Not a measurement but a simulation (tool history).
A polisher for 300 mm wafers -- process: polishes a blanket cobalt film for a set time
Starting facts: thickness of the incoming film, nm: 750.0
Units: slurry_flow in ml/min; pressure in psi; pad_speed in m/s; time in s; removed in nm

{"run": 1, "day": 0.0, "slurry_flow": 280, "pressure": 1.7, "pad_speed": 0.76, "time": 62, "removed": 187.89}
{"run": 2, "day": 0.1, "slurry_flow": 280, "pressure": 1.7, "pad_speed": 0.76, "time": 65, "removed": 200.54}
{"run": 3, "day": 0.262, "slurry_flow": 280, "pressure": 1.7, "pad_speed": 0.76, "time": 62, "removed": 189.8}
{"run": 4, "day": 0.525, "slurry_flow": 280, "pressure": 1.3, "pad_speed": 0.76, "time": 62, "removed": 151.02}
{"day": 0.638, "done": "worn pad replaced by a new one"}
{"run": 5, "day": 0.638, "slurry_flow": 285, "pressure": 1.4, "pad_speed": 0.76, "time": 62, "removed": 180.8}
{"run": 6, "day": 0.925, "slurry_flow": 285, "pressure": 1.4, "pad_speed": 0.9, "time": 62, "removed": 209.06}
{"run": 7, "day": 1.212, "slurry_flow": 305, "pressure": 1.4, "pad_speed": 0.9, "time": 62, "removed": 213.26}

Predict the results of run 8:
{"run": 8, "day": 1.367, "slurry_flow": 320, "pressure": 1.4, "pad_speed": 0.9, "time": 62, "removed": "?"}

Logged for run 8: removed 215.14 nm.
